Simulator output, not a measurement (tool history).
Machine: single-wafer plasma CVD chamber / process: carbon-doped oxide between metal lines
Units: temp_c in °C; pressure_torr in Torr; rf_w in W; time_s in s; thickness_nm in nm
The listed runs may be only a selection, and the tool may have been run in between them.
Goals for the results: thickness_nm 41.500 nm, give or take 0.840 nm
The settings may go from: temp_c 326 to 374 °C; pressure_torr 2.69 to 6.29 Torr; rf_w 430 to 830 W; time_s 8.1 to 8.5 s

run	day	temp_c	pressure_torr	rf_w	time_s	thickness_nm
1	0.000	350	4.49	630	8.5	47.511
2	0.296	350	4.00	630	8.5	46.733
3	0.467	350	3.36	630	8.5	46.026
4	0.754	341	3.36	630	8.5	47.198
5	0.900	341	3.36	630	8.1	44.872
6	1.238	341	3.36	630	8.5	47.065
7	1.538	344	3.18	610	8.5	45.602
8	1.842	346	3.05	590	8.5	44.469
9	2.158	348	2.95	575	8.5	43.673
10	2.429	349	2.88	565	8.5	42.846
11	2.521	350	2.83	560	8.5	42.456

Exercise: of the 4 proposed moves below, exactly one satisfies all targets within the stated allowed misses. Which move is it?
A	2.612	352	2.69	550	8.4	?
B	2.612	347	2.70	565	8.5	?
C	2.612	345	2.70	495	8.4	?
D	2.612	351	2.80	590	8.4	?

move	thickness_nm
A	40.937
B	42.604
C	39.329
D	42.770
A: all results in spec
B: misses by more than the last run did
C: pushes the last run's worst result past its target
D: misses by more than the last run did
So the answer is move A, the one that meets all the targets.
